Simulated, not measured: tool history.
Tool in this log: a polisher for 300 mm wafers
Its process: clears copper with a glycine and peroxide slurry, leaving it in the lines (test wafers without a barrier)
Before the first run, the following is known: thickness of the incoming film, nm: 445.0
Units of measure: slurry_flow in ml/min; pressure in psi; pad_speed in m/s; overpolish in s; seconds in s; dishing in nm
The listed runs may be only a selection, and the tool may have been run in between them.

run 1 hour=0.0 | slurry_flow=175 pressure=2.5 pad_speed=0.86 overpolish=30 | seconds=86.008 dishing=80.746
run 2 hour=2.8 | slurry_flow=150 pressure=2.5 pad_speed=0.86 overpolish=30 | seconds=91.344 dishing=81.940
run 3 hour=11.7 | slurry_flow=150 pressure=2.6 pad_speed=0.86 overpolish=33 | seconds=86.449 dishing=94.949
run 4 hour=18.2 | slurry_flow=175 pressure=2.6 pad_speed=0.86 overpolish=33 | seconds=82.403 dishing=89.657
run 5 hour=26.3 | slurry_flow=175 pressure=2.6 pad_speed=0.86 overpolish=40 | seconds=85.235 dishing=103.380
run 6 hour=32.0 | slurry_flow=150 pressure=2.6 pad_speed=0.86 overpolish=40 | seconds=87.791 dishing=106.450

What does the tool deliver on the next run?
run 7 hour=38.2 | slurry_flow=150 pressure=2.7 pad_speed=0.86 overpolish=41 | seconds=? dishing=?

Run 7 came out at seconds 85.414 s, dishing 108.840 nm.
